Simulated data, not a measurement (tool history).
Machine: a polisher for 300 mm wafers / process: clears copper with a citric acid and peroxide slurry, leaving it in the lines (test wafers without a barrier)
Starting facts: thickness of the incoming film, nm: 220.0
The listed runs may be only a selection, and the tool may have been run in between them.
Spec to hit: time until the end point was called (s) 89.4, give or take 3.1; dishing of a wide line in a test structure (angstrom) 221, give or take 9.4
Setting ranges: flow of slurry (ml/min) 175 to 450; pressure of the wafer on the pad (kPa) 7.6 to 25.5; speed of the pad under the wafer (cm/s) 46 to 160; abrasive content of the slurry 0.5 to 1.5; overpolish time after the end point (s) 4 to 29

| run | hour | flow of slurry (ml/min) | pressure of the wafer on the pad (kPa) | speed of the pad under the wafer (cm/s) | abrasive content of the slurry | overpolish time after the end point (s) | time until the end point was called (s) | dishing of a wide line in a test structure (angstrom) |
|---|---|---|---|---|---|---|---|---|
| 1 | 0 | 290 | 16.5 | 102 | 1 | 15 | 111.73 | 179.01 |
| 2 | 3.6 | 290 | 14.5 | 102 | 1 | 15 | 128.45 | 155.53 |
| 3 | 7.5 | 290 | 14.5 | 102 | 1 | 9 | 129.49 | 94.799 |
| 4 | 10 | 290 | 14.5 | 102 | 0.8 | 9 | 133.58 | 93.044 |
| 5 | 18.9 | 290 | 15.2 | 102 | 0.8 | 10 | 127.01 | 107.85 |
| 6 | 21.5 | 355 | 15.2 | 102 | 0.8 | 10 | 122.56 | 110.86 |
| 7 | 28.1 | 345 | 15.9 | 102 | 0.8 | 11 | 118.25 | 127.87 |
| 8 | 35.1 | 345 | 16.5 | 102 | 0.8 | 11 | 115.11 | 129.44 |
| 9 | 37.9 | 340 | 17.2 | 102 | 0.8 | 11 | 109.14 | 134.46 |
| 10 | 44 | 340 | 17.2 | 102 | 0.8 | 11 | 110.75 | 138.63 |
| 11 | 50.1 | 340 | 17.9 | 102 | 0.8 | 11 | 106.1 | 142.37 |
| 12 | 54.9 | 330 | 21.4 | 104 | 0.8 | 16 | 88.955 | 236.99 |

Exactly one of the 4 candidate moves below puts every result within its allowed miss. Which one?
| A | 59.7 | 310 | 21.4 | 106 | 0.65 | 17 | ? | ? |
| B | 59.7 | 315 | 22.1 | 102 | 0.65 | 18 | ? | ? |
| C | 59.7 | 345 | 21.4 | 112 | 0.55 | 18 | ? | ? |
| D | 59.7 | 350 | 19.3 | 112 | 0.8 | 15 | ? | ? |

| move | time until the end point was called (s) | dishing of a wide line in a test structure (angstrom) |
|---|---|---|
| A | 90.193 | 250.62 |
| B | 90.663 | 263.01 |
| C | 86.363 | 274.48 |
| D | 91.06 | 220.89 |
A: lands further from the targets than the last run did
B: lands further from the targets than the last run did
C: lands further from the targets than the last run did
D: all results land within tolerance of their targets
The move that meets every target is D.
